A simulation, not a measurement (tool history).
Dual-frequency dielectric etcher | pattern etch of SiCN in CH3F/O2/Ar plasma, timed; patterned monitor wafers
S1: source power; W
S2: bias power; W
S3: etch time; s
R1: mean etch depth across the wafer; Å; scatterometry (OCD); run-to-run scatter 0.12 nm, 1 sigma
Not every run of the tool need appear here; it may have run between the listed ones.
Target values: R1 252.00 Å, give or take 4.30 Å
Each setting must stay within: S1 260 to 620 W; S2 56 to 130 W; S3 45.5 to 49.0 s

| run | day | S1 | S2 | S3 | R1 |
|---|---|---|---|---|---|
| 1 | 0.000 | 440 | 93 | 49.0 | 221.39 |
| 2 | 0.088 | 440 | 82 | 49.0 | 202.36 |
| 3 | 0.150 | 440 | 82 | 45.5 | 188.95 |
| 4 | 0.317 | 490 | 88 | 45.5 | 202.40 |
| 5 | 0.671 | 490 | 88 | 45.5 | 202.31 |
| 6 | 0.958 | 510 | 97 | 45.5 | 217.94 |
| 7 | 1.021 | 510 | 97 | 45.5 | 216.47 |
| 8 | 1.208 | 530 | 103 | 45.5 | 227.59 |
| 9 | 1.312 | 550 | 107 | 45.5 | 234.12 |
| 10 | 1.512 | 560 | 110 | 45.5 | 239.53 |
| 11 | 1.579 | 570 | 112 | 45.5 | 242.48 |

Pick the move, out of 5, that brings all results within their allowed miss; only one does.
| A | 1.646 | 580 | 106 | 45.5 | ? |
| B | 1.646 | 580 | 113 | 49.0 | ? |
| C | 1.646 | 620 | 114 | 46.0 | ? |
| D | 1.646 | 590 | 112 | 49.0 | ? |
| E | 1.646 | 520 | 130 | 46.5 | ? |

| move | R1 |
|---|---|
| A | 235.02 |
| B | 262.33 |
| C | 251.90 |
| D | 262.22 |
| E | 261.39 |
A: further off than the last run
B: carries the result that was furthest off beyond its target, to the other side
C: hits every target within its allowed miss
D: carries the result that was furthest off beyond its target, to the other side
E: carries the result that was furthest off beyond its target, to the other side
Correct choice: C, which meets every target
